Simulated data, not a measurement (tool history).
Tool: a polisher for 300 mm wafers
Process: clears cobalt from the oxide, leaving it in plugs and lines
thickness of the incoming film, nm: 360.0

run    day  flow of slurry (ml/min)  pressure of the wafer on the pad (kPa)  speed of the pad under the wafer (m/s)  overpolish time after the end point (s)  time until the end point was called (s)  dishing of a wide line in a test structure (nm)
  1      0                      315                                    13.8                                    1.16                                       10                                   73.116                                           38.786
  2  0.212                      315                                    13.8                                    1.16                                        8                                   68.998                                            34.21
  3  0.588                      315                                    17.2                                    1.16                                        8                                   57.133                                           39.474
  4  0.933                      315                                    16.5                                    1.16                                        7                                    58.03                                           35.116
  5  1.121                      380                                    16.5                                    1.16                                        7                                   58.955                                           36.484
  6    1.4                      380                                    16.5                                    1.16                                       10                                   58.059                                           45.183
  7  1.662                      345                                    17.2                                    1.08                                        9                                    61.47                                           41.356
  8  1.838                      435                                    13.1                                     1.4                                        4                                   60.951                                           21.687

The next listed run, before its measurement:
  9  2.196                      445                                    12.4                                    1.46                                        4                                        ?                                                ?

{"run 9": {"time until the end point was called (s)": 60.15, "dishing of a wide line in a test structure (nm)": 21.013}}

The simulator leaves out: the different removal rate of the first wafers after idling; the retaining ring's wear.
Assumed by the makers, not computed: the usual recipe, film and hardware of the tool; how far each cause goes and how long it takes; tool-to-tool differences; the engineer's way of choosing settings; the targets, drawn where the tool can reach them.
